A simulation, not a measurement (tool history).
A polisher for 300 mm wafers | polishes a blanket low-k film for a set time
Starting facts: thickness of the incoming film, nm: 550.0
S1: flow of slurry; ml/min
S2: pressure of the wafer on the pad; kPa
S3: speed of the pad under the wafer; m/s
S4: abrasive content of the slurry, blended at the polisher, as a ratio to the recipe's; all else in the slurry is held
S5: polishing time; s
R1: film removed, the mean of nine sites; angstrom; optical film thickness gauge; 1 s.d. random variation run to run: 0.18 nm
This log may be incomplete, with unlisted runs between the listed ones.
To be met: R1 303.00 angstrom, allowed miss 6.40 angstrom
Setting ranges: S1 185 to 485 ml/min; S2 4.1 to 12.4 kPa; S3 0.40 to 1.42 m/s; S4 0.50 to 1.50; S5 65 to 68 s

{"run": 1, "hour": 0.0, "S1": 310, "S2": 8.3, "S3": 0.9, "S4": 1.0, "S5": 65, "R1": 175.05}
{"run": 2, "hour": 6.5, "S1": 315, "S2": 9.0, "S3": 0.92, "S4": 1.0, "S5": 65, "R1": 192.08}
{"run": 3, "hour": 8.7, "S1": 320, "S2": 9.7, "S3": 0.94, "S4": 1.0, "S5": 65, "R1": 210.52}
{"run": 4, "hour": 13.7, "S1": 320, "S2": 9.7, "S3": 0.94, "S4": 1.0, "S5": 68, "R1": 219.08}
{"run": 5, "hour": 14.3, "S1": 320, "S2": 10.3, "S3": 0.96, "S4": 1.0, "S5": 68, "R1": 238.63}
{"run": 6, "hour": 15.4, "S1": 325, "S2": 11.0, "S3": 0.96, "S4": 1.0, "S5": 68, "R1": 252.16}
{"run": 7, "hour": 23.7, "S1": 325, "S2": 11.0, "S3": 0.98, "S4": 1.0, "S5": 68, "R1": 257.23}
{"run": 8, "hour": 25.8, "S1": 325, "S2": 11.0, "S3": 1.0, "S4": 1.0, "S5": 68, "R1": 260.25}
{"run": 9, "hour": 27.9, "S1": 330, "S2": 11.7, "S3": 1.02, "S4": 1.0, "S5": 68, "R1": 278.83}

Which single option among these 5 for the next run brings every result within its allowed miss of target? Just one does.
{"run": "A", "hour": 30.0, "S1": 300, "S2": 12.4, "S3": 1.08, "S4": 1.1, "S5": 66, "R1": "?"}
{"run": "B", "hour": 30.0, "S1": 275, "S2": 11.0, "S3": 1.24, "S4": 1.05, "S5": 68, "R1": "?"}
{"run": "C", "hour": 30.0, "S1": 345, "S2": 11.7, "S3": 0.98, "S4": 0.9, "S5": 65, "R1": "?"}
{"run": "D", "hour": 30.0, "S1": 350, "S2": 11.7, "S3": 1.26, "S4": 0.85, "S5": 67, "R1": "?"}
{"run": "E", "hour": 30.0, "S1": 320, "S2": 12.4, "S3": 1.0, "S4": 1.15, "S5": 68, "R1": "?"}

move=A R1=317.39
move=B R1=316.21
move=C R1=246.88
move=D R1=300.32
move=E R1=316.00
A: takes the result that was furthest off past its target
B: takes the result that was furthest off past its target
C: moves away from the targets compared with the last run
D: all results land within tolerance of their targets
E: takes the result that was furthest off past its target
The move that meets every target is D.

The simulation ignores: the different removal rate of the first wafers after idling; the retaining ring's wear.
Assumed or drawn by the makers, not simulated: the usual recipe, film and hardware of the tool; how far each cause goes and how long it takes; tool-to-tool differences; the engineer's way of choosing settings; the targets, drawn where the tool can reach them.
